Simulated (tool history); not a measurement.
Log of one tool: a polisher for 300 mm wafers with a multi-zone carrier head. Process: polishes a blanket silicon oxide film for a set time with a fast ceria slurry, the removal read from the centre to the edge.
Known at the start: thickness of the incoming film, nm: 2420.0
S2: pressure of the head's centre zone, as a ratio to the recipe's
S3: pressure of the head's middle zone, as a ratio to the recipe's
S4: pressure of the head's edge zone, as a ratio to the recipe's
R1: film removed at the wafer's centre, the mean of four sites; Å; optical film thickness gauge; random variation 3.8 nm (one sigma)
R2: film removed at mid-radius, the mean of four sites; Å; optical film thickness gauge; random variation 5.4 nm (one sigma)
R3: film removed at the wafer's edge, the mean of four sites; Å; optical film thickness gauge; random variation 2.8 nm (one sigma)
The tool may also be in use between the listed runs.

run 1 day=0 | flow_of_slurry_(ml/min)=270 S2=1 S3=1 S4=1 polishing_time_(s)=39 | R1=6934.2 R2=7142.6 R3=6992.2
run 2 day=0.354 | flow_of_slurry_(ml/min)=270 S2=1 S3=1 S4=1 polishing_time_(s)=31 | R1=5517.8 R2=5770.5 R3=5548.6
run 3 day=0.7 | flow_of_slurry_(ml/min)=270 S2=1.02 S3=0.99 S4=0.97 polishing_time_(s)=29 | R1=5403.2 R2=5134.3 R3=5245
run 4 day=0.879 | flow_of_slurry_(ml/min)=270 S2=0.95 S3=0.99 S4=0.97 polishing_time_(s)=29 | R1=4978 R2=5098.1 R3=5181.6
run 5 day=1.233 | flow_of_slurry_(ml/min)=270 S2=0.95 S3=1.07 S4=0.97 polishing_time_(s)=29 | R1=4924.7 R2=5529 R3=5259.1
run 6 day=1.592 | flow_of_slurry_(ml/min)=270 S2=0.89 S3=1.07 S4=0.97 polishing_time_(s)=29 | R1=4642.4 R2=5573.4 R3=5169.2

Forecast run 7:
run 7 day=1.925 | flow_of_slurry_(ml/min)=270 S2=0.94 S3=1.08 S4=0.94 polishing_time_(s)=27 | R1=? R2=? R3=?

R1: 4570.5 Å
R2: 5041.1 Å
R3: 4750.5 Å
